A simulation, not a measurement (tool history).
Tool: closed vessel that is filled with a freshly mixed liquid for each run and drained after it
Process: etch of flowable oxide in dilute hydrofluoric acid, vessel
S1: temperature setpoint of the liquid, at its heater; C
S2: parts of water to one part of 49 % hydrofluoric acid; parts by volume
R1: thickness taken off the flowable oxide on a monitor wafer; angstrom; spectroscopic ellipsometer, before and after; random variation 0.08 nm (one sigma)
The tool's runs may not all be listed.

{"run": 1, "hour": 0.0, "S1": 22, "S2": 150, "time in the liquid (s)": 40, "R1": 129.22}
{"run": 2, "hour": 8.5, "S1": 22, "S2": 105, "time in the liquid (s)": 40, "R1": 198.19}
{"run": 3, "hour": 15.2, "S1": 21.5, "S2": 115, "time in the liquid (s)": 40, "R1": 172.99}
{"run": 4, "hour": 16.7, "S1": 21, "S2": 120, "time in the liquid (s)": 40, "R1": 159.11}
{"run": 5, "hour": 21.0, "S1": 20.5, "S2": 125, "time in the liquid (s)": 40, "R1": 154.03}
{"run": 6, "hour": 26.0, "S1": 23.5, "S2": 125, "time in the liquid (s)": 40, "R1": 170.66}
{"run": 7, "hour": 29.2, "S1": 23, "S2": 130, "time in the liquid (s)": 40, "R1": 159.91}
{"run": 8, "hour": 36.4, "S1": 22.5, "S2": 135, "time in the liquid (s)": 40, "R1": 150.07}

Forecast run 9:
{"run": 9, "hour": 45.4, "S1": 22, "S2": 140, "time in the liquid (s)": 40, "R1": "?"}

{"run 9": {"R1": 142.88}}
